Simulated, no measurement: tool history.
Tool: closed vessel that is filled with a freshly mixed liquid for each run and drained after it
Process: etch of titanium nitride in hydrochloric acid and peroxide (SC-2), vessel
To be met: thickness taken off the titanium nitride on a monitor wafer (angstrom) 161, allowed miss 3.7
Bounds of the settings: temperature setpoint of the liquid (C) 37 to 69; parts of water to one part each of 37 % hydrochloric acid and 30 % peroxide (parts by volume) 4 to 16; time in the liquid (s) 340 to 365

run    day  temperature setpoint of the liquid (C)  parts of water to one part each of 37 % hydrochloric acid and 30 % peroxide (parts by volume)  time in the liquid (s)  thickness taken off the titanium nitride on a monitor wafer (angstrom)
  1      0                                      53                                                                                              9                     340                                                                   108.6
  2  0.375                                      54                                                                                              9                     340                                                                  115.89
  3  0.721                                      54                                                                                              7                     340                                                                  141.39
  4  0.779                                      54                                                                                              7                     365                                                                  152.27
  5  0.929                                    54.5                                                                                              7                     365                                                                  157.57
  6  1.125                                      57                                                                                              7                     365                                                                  185.56
  7   1.45                                    56.5                                                                                              7                     365                                                                  179.14
  8  1.788                                      56                                                                                              7                     365                                                                  171.96
  9  1.967                                    55.5                                                                                              7                     365                                                                  168.14

Which of these 5 next moves meets every target?
  A  2.146                                    52.5                                                                                              6                     365                                                                       ?
  B  2.146                                    60.5                                                                                           10.5                     355                                                                       ?
  C  2.146                                    54.5                                                                                            5.5                     345                                                                       ?
  D  2.146                                      56                                                                                              7                     365                                                                       ?
  E  2.146                                    59.5                                                                                              9                     355                                                                       ?

move  thickness taken off the titanium nitride on a monitor wafer (angstrom)
   A                                                                  154.11
   B                                                                  160.17
   C                                                                  177.04
   D                                                                  171.96
   E                                                                  170.95
A: takes the result that was furthest off past its target
B: meets every target
C: further off than the last run
D: further off than the last run
E: further off than the last run
Answer: B
